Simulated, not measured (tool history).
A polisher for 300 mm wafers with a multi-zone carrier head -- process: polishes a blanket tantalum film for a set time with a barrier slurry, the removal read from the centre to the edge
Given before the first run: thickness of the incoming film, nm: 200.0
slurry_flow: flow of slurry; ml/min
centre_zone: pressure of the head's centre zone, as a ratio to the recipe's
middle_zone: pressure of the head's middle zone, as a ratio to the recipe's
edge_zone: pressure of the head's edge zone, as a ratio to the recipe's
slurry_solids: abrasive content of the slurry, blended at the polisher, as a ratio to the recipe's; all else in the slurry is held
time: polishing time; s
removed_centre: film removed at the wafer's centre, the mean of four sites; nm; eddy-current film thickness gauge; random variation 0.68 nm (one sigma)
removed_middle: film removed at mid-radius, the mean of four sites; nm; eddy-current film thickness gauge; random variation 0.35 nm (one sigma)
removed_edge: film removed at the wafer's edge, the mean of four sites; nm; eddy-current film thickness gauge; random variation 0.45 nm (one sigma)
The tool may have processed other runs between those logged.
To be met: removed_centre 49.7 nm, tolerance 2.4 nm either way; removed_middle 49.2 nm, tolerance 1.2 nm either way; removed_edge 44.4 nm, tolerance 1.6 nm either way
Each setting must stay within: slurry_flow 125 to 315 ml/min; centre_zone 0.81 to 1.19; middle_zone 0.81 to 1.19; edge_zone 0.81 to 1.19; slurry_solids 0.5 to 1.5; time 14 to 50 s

Run 1, day 0: slurry_flow 205 ml/min, centre_zone 1, middle_zone 1, edge_zone 1, slurry_solids 1, time 32 s. Result: removed_centre 61.425 nm, removed_middle 61.346 nm, removed_edge 61.084 nm.
Run 2, day 0.204: slurry_flow 205 ml/min, centre_zone 0.94, middle_zone 1, edge_zone 1, slurry_solids 1, time 32 s. Result: removed_centre 59.688 nm, removed_middle 62.132 nm, removed_edge 62.412 nm.
Run 3, day 0.45: slurry_flow 200 ml/min, centre_zone 0.97, middle_zone 1, edge_zone 0.95, slurry_solids 0.85, time 31 s. Result: removed_centre 53.956 nm, removed_middle 54.28 nm, removed_edge 54.991 nm.
Run 4, day 0.612: slurry_flow 200 ml/min, centre_zone 0.97, middle_zone 1, edge_zone 0.95, slurry_solids 0.65, time 31 s. Result: removed_centre 44.724 nm, removed_middle 44.463 nm, removed_edge 44.826 nm.
Run 5, day 0.962: slurry_flow 200 ml/min, centre_zone 0.97, middle_zone 1, edge_zone 0.95, slurry_solids 0.5, time 31 s. Result: removed_centre 31.79 nm, removed_middle 31.631 nm, removed_edge 31.603 nm.
Run 6, day 1.188: slurry_flow 200 ml/min, centre_zone 0.99, middle_zone 1.02, edge_zone 0.91, slurry_solids 0.55, time 31 s. Result: removed_centre 37.386 nm, removed_middle 37.71 nm, removed_edge 36.266 nm.
Run 7, day 1.229: slurry_flow 200 ml/min, centre_zone 1.01, middle_zone 1.03, edge_zone 0.88, slurry_solids 0.6, time 31 s. Result: removed_centre 42.323 nm, removed_middle 42.465 nm, removed_edge 39.268 nm.
Run 8, day 1.317: slurry_flow 200 ml/min, centre_zone 1.01, middle_zone 1.03, edge_zone 0.86, slurry_solids 0.65, time 31 s. Result: removed_centre 45.364 nm, removed_middle 45.767 nm, removed_edge 41.854 nm.
Run 9, day 1.667: slurry_flow 250 ml/min, centre_zone 1.03, middle_zone 1.03, edge_zone 0.83, slurry_solids 0.7, time 31 s. Result: removed_centre 52.394 nm, removed_middle 50.641 nm, removed_edge 46.069 nm.

4 candidate next runs follow, results not yet known. Just one meets every target within its allowed miss. Identify it.
Run A, day 2.017: slurry_flow 245 ml/min, centre_zone 0.94, middle_zone 1, edge_zone 0.86, slurry_solids 0.7, time 32 s. Result: removed_centre ?, removed_middle ?, removed_edge ?.
Run B, day 2.017: slurry_flow 245 ml/min, centre_zone 0.98, middle_zone 1.01, edge_zone 0.91, slurry_solids 0.7, time 31 s. Result: removed_centre ?, removed_middle ?, removed_edge ?.
Run C, day 2.017: slurry_flow 210 ml/min, centre_zone 1.02, middle_zone 0.95, edge_zone 0.84, slurry_solids 0.8, time 28 s. Result: removed_centre ?, removed_middle ?, removed_edge ?.
Run D, day 2.017: slurry_flow 285 ml/min, centre_zone 0.99, middle_zone 1, edge_zone 0.81, slurry_solids 0.6, time 35 s. Result: removed_centre ?, removed_middle ?, removed_edge ?.

move  removed_centre  removed_middle  removed_edge
   A          49.412          51.508        47.358
   B          49.925          50.305        47.068
   C          50.368          46.427        44.381
   D          50.149          49.509        44.155
A: further off than the last run
B: brings the result that was furthest off to its target, and leaves another outside
C: carries the result that was furthest off beyond its target, to the other side
D: every result within its allowed miss
Correct choice: D, which meets every target

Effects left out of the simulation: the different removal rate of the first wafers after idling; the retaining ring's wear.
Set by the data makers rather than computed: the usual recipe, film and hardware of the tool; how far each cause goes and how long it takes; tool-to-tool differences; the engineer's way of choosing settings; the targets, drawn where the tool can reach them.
